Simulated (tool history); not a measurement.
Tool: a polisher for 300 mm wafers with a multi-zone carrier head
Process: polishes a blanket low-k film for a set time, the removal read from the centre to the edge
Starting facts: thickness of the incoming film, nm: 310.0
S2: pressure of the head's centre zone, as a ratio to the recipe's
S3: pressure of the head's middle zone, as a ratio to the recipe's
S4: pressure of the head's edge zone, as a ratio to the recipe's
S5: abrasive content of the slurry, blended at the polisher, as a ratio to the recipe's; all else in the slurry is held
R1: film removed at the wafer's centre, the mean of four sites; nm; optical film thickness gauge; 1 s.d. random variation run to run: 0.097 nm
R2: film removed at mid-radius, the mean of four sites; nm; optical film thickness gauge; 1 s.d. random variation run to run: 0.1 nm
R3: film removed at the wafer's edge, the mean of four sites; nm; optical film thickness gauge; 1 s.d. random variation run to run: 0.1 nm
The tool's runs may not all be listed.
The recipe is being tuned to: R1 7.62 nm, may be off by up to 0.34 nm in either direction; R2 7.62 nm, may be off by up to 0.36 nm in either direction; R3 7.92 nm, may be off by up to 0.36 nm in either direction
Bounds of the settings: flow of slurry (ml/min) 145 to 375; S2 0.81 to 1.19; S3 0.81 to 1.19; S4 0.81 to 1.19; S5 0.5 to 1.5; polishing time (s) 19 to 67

run 1 hour=0 | flow_of_slurry_(ml/min)=240 S2=1 S3=1 S4=1 S5=1 polishing_time_(s)=43 | R1=12.519 R2=12.729 R3=13.172
run 2 hour=0.9 | flow_of_slurry_(ml/min)=200 S2=1 S3=1 S4=1 S5=1 polishing_time_(s)=43 | R1=11.971 R2=12.226 R3=12.666
run 3 hour=6.2 | flow_of_slurry_(ml/min)=195 S2=0.99 S3=0.99 S4=0.98 S5=0.85 polishing_time_(s)=41 | R1=10.374 R2=10.311 R3=10.898
run 4 hour=10.7 | flow_of_slurry_(ml/min)=230 S2=0.99 S3=0.99 S4=0.98 S5=0.85 polishing_time_(s)=41 | R1=10.942 R2=10.775 R3=11.265
run 5 hour=16.5 | flow_of_slurry_(ml/min)=230 S2=0.99 S3=0.99 S4=0.94 S5=0.85 polishing_time_(s)=41 | R1=10.993 R2=10.92 R3=10.811
run 6 hour=21.9 | flow_of_slurry_(ml/min)=215 S2=0.96 S3=0.97 S4=0.92 S5=0.75 polishing_time_(s)=41 | R1=9.875 R2=9.7428 R3=10.154
run 7 hour=23.8 | flow_of_slurry_(ml/min)=210 S2=0.95 S3=0.97 S4=0.9 S5=0.7 polishing_time_(s)=40 | R1=9.0334 R2=9.2447 R3=9.3361
run 8 hour=24.5 | flow_of_slurry_(ml/min)=205 S2=0.94 S3=0.95 S4=0.88 S5=0.65 polishing_time_(s)=40 | R1=8.4586 R2=8.5276 R3=8.7446
run 9 hour=25.4 | flow_of_slurry_(ml/min)=195 S2=0.93 S3=0.94 S4=0.86 S5=0.65 polishing_time_(s)=40 | R1=8.3476 R2=8.1917 R3=8.5356
-- hour=30.6 slurry nozzle cleaned
run 10 hour=30.6 | flow_of_slurry_(ml/min)=185 S2=0.92 S3=0.94 S4=0.85 S5=0.65 polishing_time_(s)=40 | R1=8.9306 R2=8.8626 R3=9.2608
run 11 hour=33.8 | flow_of_slurry_(ml/min)=255 S2=0.92 S3=0.95 S4=0.93 S5=0.6 polishing_time_(s)=40 | R1=8.9099 R2=9.0508 R3=9.0985
run 12 hour=36.8 | flow_of_slurry_(ml/min)=245 S2=0.91 S3=0.94 S4=0.91 S5=0.55 polishing_time_(s)=40 | R1=8.4904 R2=8.4568 R3=8.628
run 13 hour=40.8 | flow_of_slurry_(ml/min)=235 S2=0.9 S3=0.93 S4=0.89 S5=0.55 polishing_time_(s)=40 | R1=8.0801 R2=8.3843 R3=8.7879

Below are 5 possible settings for the next run. Only one of them brings all results inside the allowed miss of their targets. Which is it?
run A hour=44.8 | flow_of_slurry_(ml/min)=260 S2=0.97 S3=0.94 S4=0.85 S5=0.6 polishing_time_(s)=35 | R1=? R2=? R3=?
run B hour=44.8 | flow_of_slurry_(ml/min)=170 S2=0.93 S3=0.94 S4=0.94 S5=0.5 polishing_time_(s)=41 | R1=? R2=? R3=?
run C hour=44.8 | flow_of_slurry_(ml/min)=295 S2=0.86 S3=1.02 S4=0.88 S5=0.6 polishing_time_(s)=39 | R1=? R2=? R3=?
run D hour=44.8 | flow_of_slurry_(ml/min)=250 S2=1.01 S3=0.93 S4=0.84 S5=0.55 polishing_time_(s)=36 | R1=? R2=? R3=?
run E hour=44.8 | flow_of_slurry_(ml/min)=220 S2=0.96 S3=0.89 S4=0.91 S5=0.55 polishing_time_(s)=35 | R1=? R2=? R3=?

move=A R1=8.2623 R2=7.9338 R3=7.7777
move=B R1=7.7063 R2=7.683 R3=7.978
move=C R1=8.6107 R2=9.6087 R3=8.8723
move=D R1=8.2117 R2=7.5981 R3=7.4917
move=E R1=7.5512 R2=6.9993 R3=7.4244
A: puts the biggest miss on target and leaves a different result outside tolerance
B: all results land within tolerance of their targets
C: its largest miss is bigger than the last run's
D: the result that was furthest off in the last run now lies on the other side of its target
E: the result that was furthest off in the last run now lies on the other side of its target
B meets every target.

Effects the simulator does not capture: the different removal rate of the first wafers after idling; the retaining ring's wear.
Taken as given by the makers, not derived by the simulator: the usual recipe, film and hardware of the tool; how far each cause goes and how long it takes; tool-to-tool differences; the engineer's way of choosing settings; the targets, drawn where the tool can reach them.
